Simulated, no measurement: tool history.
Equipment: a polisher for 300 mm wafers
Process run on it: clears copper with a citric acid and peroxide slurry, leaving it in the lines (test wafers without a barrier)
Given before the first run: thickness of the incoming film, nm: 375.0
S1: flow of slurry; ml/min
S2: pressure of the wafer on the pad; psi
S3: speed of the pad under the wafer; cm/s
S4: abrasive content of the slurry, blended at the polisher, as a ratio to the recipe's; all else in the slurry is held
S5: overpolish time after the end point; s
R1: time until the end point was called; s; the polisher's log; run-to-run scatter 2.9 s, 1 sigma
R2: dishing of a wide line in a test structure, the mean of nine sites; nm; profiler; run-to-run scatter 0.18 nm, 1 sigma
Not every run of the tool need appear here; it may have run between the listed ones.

run  hour   S1   S2   S3  S4  S5      R1      R2
  1     0  290  4.1  130   1  18  94.125  46.412
  2   7.2  290  4.1  130   1  15  97.025  39.778
  3  13.8  290  3.7  130   1  15  96.888  37.882
  4  21.7  290  3.6  120   1  14  110.38  33.205
  5  30.2  320  3.6  120   1  14  113.44  33.694
  6  34.8  280  3.6  120   1  14  110.85  33.216
  7    40  275  3.5  116   1  12  119.62  27.805
  8    47  265  3.3  114   1  11  121.68  24.283
  9    56  255  3.1  112   1  11  126.66  23.092
 10  58.8  245  2.9  110   1  11  140.42  22.098
 11  64.6  245  2.8  110   1  10  137.39  19.743
 12  70.5  240  2.7  110   1  10  142.52  19.641
 13  77.6  235  2.6  110   1  10  147.06  19.156
 14  84.3  240  2.2  110   1   8  154.52  14.729

Run 15 comes next. What will it give?
 15  86.3  230  2.4  104   1  10   ?   ?

{"run 15": {"R1": 157.24, "R2": 17.943}}
